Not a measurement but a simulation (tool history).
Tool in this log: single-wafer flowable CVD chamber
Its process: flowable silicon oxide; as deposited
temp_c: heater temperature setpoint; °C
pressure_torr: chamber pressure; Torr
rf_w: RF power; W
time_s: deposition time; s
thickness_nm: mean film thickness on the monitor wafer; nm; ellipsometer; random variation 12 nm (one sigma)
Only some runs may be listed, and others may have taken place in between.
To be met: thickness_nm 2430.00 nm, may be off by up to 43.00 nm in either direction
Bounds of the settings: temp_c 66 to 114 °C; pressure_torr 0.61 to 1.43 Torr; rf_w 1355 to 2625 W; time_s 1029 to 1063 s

run  hour  temp_c  pressure_torr  rf_w  time_s  thickness_nm
  1   0.0      90           1.02  1990    1029       1198.70
  2   8.8      96           1.02  1990    1029        969.33
  3  12.0      96           1.02  1990    1029        963.78
  4  21.0      92           1.02  1990    1029       1113.40
  5  25.7      92           1.02  1990    1063       1150.80
  6  27.5      89           1.02  1990    1063       1274.50
  7  36.4      86           1.02  1990    1063       1391.50
  8  37.2      84           1.02  1990    1063       1495.20
  9  39.1      82           1.02  1990    1063       1593.50
 10  45.5      80           1.02  1990    1063       1700.00
 11  49.9      79           1.02  1990    1063       1741.20
 12  53.8      78           1.02  1990    1063       1767.10
 13  60.2      77           1.02  1990    1063       1822.30
 14  66.1      76           1.02  1990    1063       1879.90

Exactly one of the 5 candidate moves below puts every result within its allowed miss. Which one?
  A  72.0      72           1.18  2045    1035             ?
  B  72.0      70           1.09  2090    1063             ?
  C  72.0      70           1.16  1955    1063             ?
  D  72.0      71           1.12  1950    1063             ?
  E  72.0      66           0.99  2195    1063             ?

move  thickness_nm
   A       2338.80
   B       2340.10
   C       2452.30
   D       2327.20
   E       2328.70
A: gains on the last run, yet a result remains outside its allowed miss
B: gains on the last run, yet a result remains outside its allowed miss
C: in spec on every target
D: gains on the last run, yet a result remains outside its allowed miss
E: gains on the last run, yet a result remains outside its allowed miss
Go with C: it meets all targets.
